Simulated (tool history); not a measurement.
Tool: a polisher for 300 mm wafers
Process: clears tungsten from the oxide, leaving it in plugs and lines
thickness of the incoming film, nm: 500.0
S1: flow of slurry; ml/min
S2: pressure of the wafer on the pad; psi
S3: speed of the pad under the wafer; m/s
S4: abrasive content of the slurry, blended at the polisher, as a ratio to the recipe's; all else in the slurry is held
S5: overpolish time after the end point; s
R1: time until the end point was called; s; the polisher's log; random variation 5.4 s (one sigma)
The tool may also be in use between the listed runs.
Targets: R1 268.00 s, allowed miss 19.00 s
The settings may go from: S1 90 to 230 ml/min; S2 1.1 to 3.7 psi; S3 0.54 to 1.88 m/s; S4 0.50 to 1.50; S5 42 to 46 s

| run | day | S1 | S2 | S3 | S4 | S5 | R1 |
|---|---|---|---|---|---|---|---|
| 1 | 0.000 | 150 | 2.4 | 1.20 | 1.00 | 42 | 149.61 |
| 2 | 0.171 | 150 | 2.0 | 1.20 | 1.00 | 42 | 175.28 |
| 3 | 0.362 | 150 | 1.9 | 1.18 | 1.00 | 42 | 188.24 |
| 4 | 0.562 | 150 | 1.9 | 1.18 | 1.15 | 42 | 195.32 |
|  | 0.896 | worn pad replaced by a new one |
| 5 | 0.896 | 150 | 1.8 | 1.18 | 1.15 | 42 | 183.09 |
| 6 | 0.979 | 150 | 1.7 | 1.14 | 1.15 | 42 | 202.70 |
| 7 | 1.217 | 150 | 1.7 | 1.14 | 1.15 | 42 | 203.33 |
| 8 | 1.450 | 150 | 1.7 | 1.14 | 1.15 | 42 | 205.03 |
| 9 | 1.646 | 150 | 1.6 | 1.12 | 1.15 | 42 | 211.36 |

5 next moves are on the table. One of them brings every result within its allowed miss. Which?
| A | 1.842 | 100 | 1.5 | 1.00 | 1.30 | 42 | ? |
| B | 1.842 | 140 | 1.7 | 0.98 | 1.05 | 42 | ? |
| C | 1.842 | 125 | 2.2 | 1.42 | 1.05 | 46 | ? |
| D | 1.842 | 145 | 2.0 | 1.08 | 1.40 | 42 | ? |
| E | 1.842 | 145 | 1.6 | 1.08 | 1.15 | 42 | ? |

| move | R1 |
|---|---|
| A | 272.86 |
| B | 238.93 |
| C | 135.29 |
| D | 172.90 |
| E | 224.84 |
A: meets every target
B: nearer than the last run, and not there yet
C: further off than the last run
D: further off than the last run
E: nearer than the last run, and not there yet
The right move is A.
